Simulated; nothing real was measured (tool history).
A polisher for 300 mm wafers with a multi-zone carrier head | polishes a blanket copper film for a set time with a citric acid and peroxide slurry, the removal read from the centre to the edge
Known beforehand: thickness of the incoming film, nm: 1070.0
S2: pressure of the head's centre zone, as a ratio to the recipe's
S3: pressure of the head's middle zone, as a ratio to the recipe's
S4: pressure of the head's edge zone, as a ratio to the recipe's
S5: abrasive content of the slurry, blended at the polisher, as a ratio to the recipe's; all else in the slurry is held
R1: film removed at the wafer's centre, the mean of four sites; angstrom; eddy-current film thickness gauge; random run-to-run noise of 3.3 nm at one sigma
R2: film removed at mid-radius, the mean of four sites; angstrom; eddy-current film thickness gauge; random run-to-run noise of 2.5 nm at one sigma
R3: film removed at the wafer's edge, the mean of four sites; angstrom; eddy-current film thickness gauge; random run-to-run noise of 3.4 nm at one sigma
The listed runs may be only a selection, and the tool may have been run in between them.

run 1 hour=0.0 | flow_of_slurry_(ml/min)=190 S2=1.00 S3=1.00 S4=1.00 S5=1.00 polishing_time_(s)=88 | R1=1733.0 R2=1843.4 R3=1752.8
run 2 hour=3.9 | flow_of_slurry_(ml/min)=205 S2=1.00 S3=1.00 S4=1.00 S5=1.00 polishing_time_(s)=88 | R1=1719.8 R2=1865.0 R3=1770.0
run 3 hour=11.1 | flow_of_slurry_(ml/min)=205 S2=1.02 S3=0.99 S4=1.01 S5=1.05 polishing_time_(s)=90 | R1=1814.9 R2=1877.9 R3=1836.4
run 4 hour=19.2 | flow_of_slurry_(ml/min)=205 S2=1.04 S3=0.99 S4=1.02 S5=1.10 polishing_time_(s)=92 | R1=1890.5 R2=1914.0 R3=1889.0
run 5 hour=28.0 | flow_of_slurry_(ml/min)=225 S2=1.04 S3=0.99 S4=1.02 S5=1.10 polishing_time_(s)=92 | R1=1934.8 R2=1983.0 R3=1932.7
run 6 hour=29.4 | flow_of_slurry_(ml/min)=230 S2=1.06 S3=0.99 S4=1.03 S5=1.15 polishing_time_(s)=93 | R1=2085.7 R2=2024.6 R3=2022.2
run 7 hour=36.4 | flow_of_slurry_(ml/min)=235 S2=1.07 S3=0.99 S4=1.04 S5=1.20 polishing_time_(s)=93 | R1=2136.4 R2=2066.9 R3=2036.1
run 8 hour=38.9 | flow_of_slurry_(ml/min)=240 S2=1.08 S3=0.99 S4=1.06 S5=1.25 polishing_time_(s)=93 | R1=2159.8 R2=2053.2 R3=2095.9
run 9 hour=44.2 | flow_of_slurry_(ml/min)=245 S2=1.09 S3=0.99 S4=1.07 S5=1.30 polishing_time_(s)=93 | R1=2198.2 R2=2113.0 R3=2141.9
run 10 hour=51.9 | flow_of_slurry_(ml/min)=250 S2=1.10 S3=0.99 S4=1.08 S5=1.30 polishing_time_(s)=93 | R1=2216.4 R2=2067.0 R3=2155.2

Estimate the outcome of run 11 from the log above:
run 11 hour=56.5 | flow_of_slurry_(ml/min)=255 S2=1.11 S3=0.99 S4=1.08 S5=1.30 polishing_time_(s)=93 | R1=? R2=? R3=?

R1: 2215.2 angstrom
R2: 2111.6 angstrom
R3: 2130.2 angstrom

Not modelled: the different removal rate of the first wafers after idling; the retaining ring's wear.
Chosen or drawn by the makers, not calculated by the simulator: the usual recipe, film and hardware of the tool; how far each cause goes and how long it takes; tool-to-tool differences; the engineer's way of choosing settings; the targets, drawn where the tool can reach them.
